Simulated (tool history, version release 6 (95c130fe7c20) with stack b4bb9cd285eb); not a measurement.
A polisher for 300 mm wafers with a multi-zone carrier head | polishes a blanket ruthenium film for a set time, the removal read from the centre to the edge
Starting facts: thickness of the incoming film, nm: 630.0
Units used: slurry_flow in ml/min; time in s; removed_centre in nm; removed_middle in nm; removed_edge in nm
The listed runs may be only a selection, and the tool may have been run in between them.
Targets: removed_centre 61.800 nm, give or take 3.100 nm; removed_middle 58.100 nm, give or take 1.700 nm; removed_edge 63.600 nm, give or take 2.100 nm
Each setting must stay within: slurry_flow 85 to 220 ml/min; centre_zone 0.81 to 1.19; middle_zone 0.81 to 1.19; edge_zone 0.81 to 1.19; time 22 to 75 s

{"run": 1, "hour": 0.0, "slurry_flow": 140, "centre_zone": 1.0, "middle_zone": 1.0, "edge_zone": 1.0, "time": 48, "removed_centre": 43.306, "removed_middle": 44.433, "removed_edge": 44.54}
{"run": 2, "hour": 1.5, "slurry_flow": 150, "centre_zone": 1.02, "middle_zone": 0.99, "edge_zone": 1.05, "time": 52, "removed_centre": 48.794, "removed_middle": 48.016, "removed_edge": 49.216}
{"run": 3, "hour": 10.3, "slurry_flow": 175, "centre_zone": 1.02, "middle_zone": 0.99, "edge_zone": 1.05, "time": 52, "removed_centre": 51.376, "removed_middle": 49.129, "removed_edge": 50.774}
{"run": 4, "hour": 14.2, "slurry_flow": 175, "centre_zone": 1.02, "middle_zone": 0.99, "edge_zone": 1.05, "time": 57, "removed_centre": 55.939, "removed_middle": 54.464, "removed_edge": 54.72}
{"run": 5, "hour": 17.7, "slurry_flow": 175, "centre_zone": 1.02, "middle_zone": 0.99, "edge_zone": 1.05, "time": 46, "removed_centre": 44.808, "removed_middle": 43.994, "removed_edge": 45.07}
{"run": 6, "hour": 22.7, "slurry_flow": 150, "centre_zone": 1.02, "middle_zone": 0.99, "edge_zone": 1.05, "time": 46, "removed_centre": 43.544, "removed_middle": 43.082, "removed_edge": 43.816}
{"run": 7, "hour": 27.9, "slurry_flow": 165, "centre_zone": 1.01, "middle_zone": 0.98, "edge_zone": 1.09, "time": 51, "removed_centre": 49.524, "removed_middle": 47.521, "removed_edge": 50.802}
{"run": 8, "hour": 36.2, "slurry_flow": 175, "centre_zone": 1.01, "middle_zone": 0.99, "edge_zone": 1.12, "time": 53, "removed_centre": 51.408, "removed_middle": 50.858, "removed_edge": 53.211}
{"run": 9, "hour": 42.7, "slurry_flow": 180, "centre_zone": 1.01, "middle_zone": 0.98, "edge_zone": 1.14, "time": 55, "removed_centre": 53.089, "removed_middle": 52.799, "removed_edge": 56.001}
{"run": 10, "hour": 45.6, "slurry_flow": 185, "centre_zone": 1.02, "middle_zone": 0.97, "edge_zone": 1.16, "time": 57, "removed_centre": 56.812, "removed_middle": 54.454, "removed_edge": 59.074}

Exactly one of the 5 candidate moves below puts every result within its allowed miss. Which one?
{"run": "A", "hour": 48.5, "slurry_flow": 165, "centre_zone": 0.91, "middle_zone": 0.84, "edge_zone": 1.19, "time": 66, "removed_centre": "?", "removed_middle": "?", "removed_edge": "?"}
{"run": "B", "hour": 48.5, "slurry_flow": 155, "centre_zone": 0.87, "middle_zone": 0.82, "edge_zone": 1.19, "time": 67, "removed_centre": "?", "removed_middle": "?", "removed_edge": "?"}
{"run": "C", "hour": 48.5, "slurry_flow": 180, "centre_zone": 1.03, "middle_zone": 0.93, "edge_zone": 1.14, "time": 68, "removed_centre": "?", "removed_middle": "?", "removed_edge": "?"}
{"run": "D", "hour": 48.5, "slurry_flow": 150, "centre_zone": 1.04, "middle_zone": 0.97, "edge_zone": 1.14, "time": 64, "removed_centre": "?", "removed_middle": "?", "removed_edge": "?"}
{"run": "E", "hour": 48.5, "slurry_flow": 205, "centre_zone": 0.9, "middle_zone": 0.97, "edge_zone": 1.18, "time": 60, "removed_centre": "?", "removed_middle": "?", "removed_edge": "?"}

move=A removed_centre=58.223 removed_middle=54.258 removed_edge=69.073
move=B removed_centre=55.721 removed_middle=53.371 removed_edge=69.531
move=C removed_centre=69.188 removed_middle=61.720 removed_edge=70.297
move=D removed_centre=63.310 removed_middle=58.158 removed_edge=64.512
move=E removed_centre=54.526 removed_middle=57.611 removed_edge=64.070
A: pushes the last run's worst result past its target
B: pushes the last run's worst result past its target
C: pushes the last run's worst result past its target
D: meets every target
E: brings the last run's worst result on target, with another outside its allowed miss
D is the move that brings every result within its allowed miss.

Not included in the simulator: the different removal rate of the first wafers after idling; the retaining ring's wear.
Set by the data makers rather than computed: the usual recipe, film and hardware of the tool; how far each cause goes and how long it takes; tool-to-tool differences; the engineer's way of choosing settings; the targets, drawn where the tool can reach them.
